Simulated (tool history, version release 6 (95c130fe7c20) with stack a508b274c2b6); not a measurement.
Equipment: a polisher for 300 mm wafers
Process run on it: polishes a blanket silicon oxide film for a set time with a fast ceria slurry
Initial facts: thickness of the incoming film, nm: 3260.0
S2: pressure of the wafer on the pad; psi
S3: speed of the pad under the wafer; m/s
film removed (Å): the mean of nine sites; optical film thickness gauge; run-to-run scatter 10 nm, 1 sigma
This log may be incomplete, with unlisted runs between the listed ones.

Run 1, day 0: flow of slurry (ml/min) 245, S2 1.9 psi, S3 1.16 m/s, polishing time (s) 80. Result: film removed (Å) 10186.
Run 2, day 0.067: flow of slurry (ml/min) 245, S2 1.9 psi, S3 1.16 m/s, polishing time (s) 80. Result: film removed (Å) 10166.
Run 3, day 0.412: flow of slurry (ml/min) 245, S2 1.7 psi, S3 1.16 m/s, polishing time (s) 80. Result: film removed (Å) 8964.
Run 4, day 0.562: flow of slurry (ml/min) 245, S2 1.7 psi, S3 1.4 m/s, polishing time (s) 80. Result: film removed (Å) 11053.
Run 5, day 0.712: flow of slurry (ml/min) 245, S2 1.5 psi, S3 1.4 m/s, polishing time (s) 80. Result: film removed (Å) 9441.6.
Run 6, day 0.892: flow of slurry (ml/min) 245, S2 1.4 psi, S3 1.4 m/s, polishing time (s) 80. Result: film removed (Å) 8794.

Expected results for the next run?
Run 7, day 1.204: flow of slurry (ml/min) 245, S2 1.3 psi, S3 1.4 m/s, polishing time (s) 80. Result: film removed (Å) ?.

film removed (Å): 8321.1
